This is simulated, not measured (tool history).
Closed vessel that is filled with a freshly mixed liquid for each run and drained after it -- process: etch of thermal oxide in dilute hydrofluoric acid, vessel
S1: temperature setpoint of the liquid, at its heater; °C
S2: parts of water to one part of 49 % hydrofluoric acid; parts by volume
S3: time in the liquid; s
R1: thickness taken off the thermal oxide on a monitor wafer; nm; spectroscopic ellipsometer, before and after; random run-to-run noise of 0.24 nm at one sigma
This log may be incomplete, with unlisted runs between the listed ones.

run,hour,S1,S2,S3,R1
1,0,23,80,560,35.915
2,4.3,23,80,560,35.72
3,9.5,24,80,560,37.548
4,16.8,21,80,560,33.073
5,23.4,22.5,80,560,35.06
6,31.2,22.5,60,560,47.905
7,33.8,21.5,60,560,46.038

The next listed run, before its measurement:
8,37.8,20.5,60,560,?

R1: 43.985 nm
